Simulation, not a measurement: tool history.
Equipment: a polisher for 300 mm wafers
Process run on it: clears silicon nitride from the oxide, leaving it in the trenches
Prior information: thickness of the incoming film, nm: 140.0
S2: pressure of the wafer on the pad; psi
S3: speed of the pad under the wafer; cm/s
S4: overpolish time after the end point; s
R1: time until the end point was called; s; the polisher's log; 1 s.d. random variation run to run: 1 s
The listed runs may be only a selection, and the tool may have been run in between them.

{"run": 1, "hour": 0.0, "flow of slurry (ml/min)": 205, "S2": 2.1, "S3": 126, "S4": 19, "R1": 157.5}
{"run": 2, "hour": 1.9, "flow of slurry (ml/min)": 205, "S2": 2.4, "S3": 126, "S4": 19, "R1": 137.85}
{"run": 3, "hour": 2.5, "flow of slurry (ml/min)": 205, "S2": 2.6, "S3": 126, "S4": 19, "R1": 131.95}
{"run": 4, "hour": 7.9, "flow of slurry (ml/min)": 205, "S2": 2.8, "S3": 128, "S4": 19, "R1": 120.24}
{"run": 5, "hour": 11.0, "flow of slurry (ml/min)": 245, "S2": 2.8, "S3": 128, "S4": 19, "R1": 117.63}
{"run": 6, "hour": 13.7, "flow of slurry (ml/min)": 245, "S2": 2.9, "S3": 130, "S4": 19, "R1": 113.53}
{"run": 7, "hour": 22.5, "flow of slurry (ml/min)": 245, "S2": 3, "S3": 132, "S4": 19, "R1": 107.35}

The next listed run, before its measurement:
{"run": 8, "hour": 30.7, "flow of slurry (ml/min)": 245, "S2": 3.1, "S3": 132, "S4": 19, "R1": "?"}

R1: 106.11 s
